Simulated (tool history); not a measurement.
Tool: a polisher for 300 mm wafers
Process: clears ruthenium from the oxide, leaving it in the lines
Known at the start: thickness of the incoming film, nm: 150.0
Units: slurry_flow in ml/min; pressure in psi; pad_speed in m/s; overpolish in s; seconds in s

run  hour  slurry_flow  pressure  pad_speed  overpolish  seconds
  1     0          165       2.3       1.08          36   105.12
  2   1.1          120       2.3       1.08          36   110.59
  3   5.3          120       2.3       1.32          36   91.409
  4   7.5          115       1.9       1.26          36   106.51
  5   8.4          150       1.9       1.26          36   102.68
  6  13.6          150       1.3       1.26          36   130.23

Forecast run 7:
  7    17          145       1.2       1.18          36        ?

{"run 7": {"seconds": 148.07}}
